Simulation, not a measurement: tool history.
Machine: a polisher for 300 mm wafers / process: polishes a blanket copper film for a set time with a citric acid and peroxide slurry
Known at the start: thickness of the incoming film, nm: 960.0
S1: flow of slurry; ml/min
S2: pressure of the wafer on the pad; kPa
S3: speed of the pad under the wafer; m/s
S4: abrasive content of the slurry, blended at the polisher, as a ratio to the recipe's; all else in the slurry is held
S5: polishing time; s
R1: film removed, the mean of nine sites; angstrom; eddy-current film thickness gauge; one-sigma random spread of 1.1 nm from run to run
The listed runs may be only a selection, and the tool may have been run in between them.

run	hour	S1	S2	S3	S4	S5	R1
1	0.0	195	22.1	1.18	1.0	55	1430.8
2	8.2	205	22.8	1.18	1.0	55	1485.9
3	12.3	205	27.6	1.18	1.0	55	1782.8
4	13.5	255	27.6	1.18	1.0	55	1818.3
5	15.0	255	26.9	1.18	1.0	55	1810.9
6	19.0	240	26.9	1.18	1.0	55	1773.5
7	20.4	235	26.2	1.18	1.0	55	1720.4
8	28.3	230	26.2	1.18	1.0	55	1742.6
9	31.6	225	26.2	1.18	1.0	55	1727.6

For run 10, what comes out?
10	33.2	220	25.5	1.18	1.0	55	?

Logged for run 10: R1 1690.9 angstrom.
